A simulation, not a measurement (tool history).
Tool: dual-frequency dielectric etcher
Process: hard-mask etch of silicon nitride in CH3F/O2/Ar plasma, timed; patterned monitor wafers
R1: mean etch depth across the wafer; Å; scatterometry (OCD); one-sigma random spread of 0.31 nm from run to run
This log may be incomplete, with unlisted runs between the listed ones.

Run 1, hour 0.0: source power (kW) 0.350, bias power (kW) 0.102, etch time (s) 108.0. Result: R1 904.27 Å.
Run 2, hour 6.8: source power (kW) 0.350, bias power (kW) 0.102, etch time (s) 108.0. Result: R1 914.77 Å.
Run 3, hour 9.6: source power (kW) 0.350, bias power (kW) 0.102, etch time (s) 108.0. Result: R1 914.79 Å.
Run 4, hour 14.0: source power (kW) 0.350, bias power (kW) 0.102, etch time (s) 99.5. Result: R1 833.33 Å.
Run 5, hour 19.3: source power (kW) 0.390, bias power (kW) 0.102, etch time (s) 99.5. Result: R1 872.61 Å.
Run 6, hour 23.5: source power (kW) 0.340, bias power (kW) 0.090, etch time (s) 99.5. Result: R1 779.34 Å.

Run 7 comes next. What will it give?
Run 7, hour 32.5: source power (kW) 0.310, bias power (kW) 0.087, etch time (s) 99.5. Result: R1 ?.

For run 7 the tool returned R1 742.51 Å.
